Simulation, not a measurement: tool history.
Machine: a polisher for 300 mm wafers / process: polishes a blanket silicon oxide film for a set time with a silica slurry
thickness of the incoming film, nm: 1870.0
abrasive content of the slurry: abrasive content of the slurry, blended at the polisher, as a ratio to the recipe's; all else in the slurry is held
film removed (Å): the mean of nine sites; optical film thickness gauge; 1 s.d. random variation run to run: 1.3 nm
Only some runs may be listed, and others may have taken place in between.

run  hour  flow of slurry (ml/min)  pressure of the wafer on the pad (kPa)  speed of the pad under the wafer (m/s)  abrasive content of the slurry  polishing time (s)  film removed (Å)
  1     0                      135                                    27.6                                    1.32                               1                  52            2165.6
  2   8.2                      125                                    27.6                                    1.32                               1                  52            2181.2
  3  15.4                      125                                    22.8                                    1.26                               1                  52            1795.2
  4  23.9                      145                                    22.8                                    1.26                               1                  52            1869.8
  5  29.3                      145                                    26.9                                    1.26                               1                  52              2109
  6  31.8                      145                                    26.9                                    1.08                               1                  52            1850.9

Predict the results of run 7:
  7  37.3                      140                                    22.1                                    1.06                               1                  52                 ?

{"run 7": {"film removed (Å)": 1577.4}}
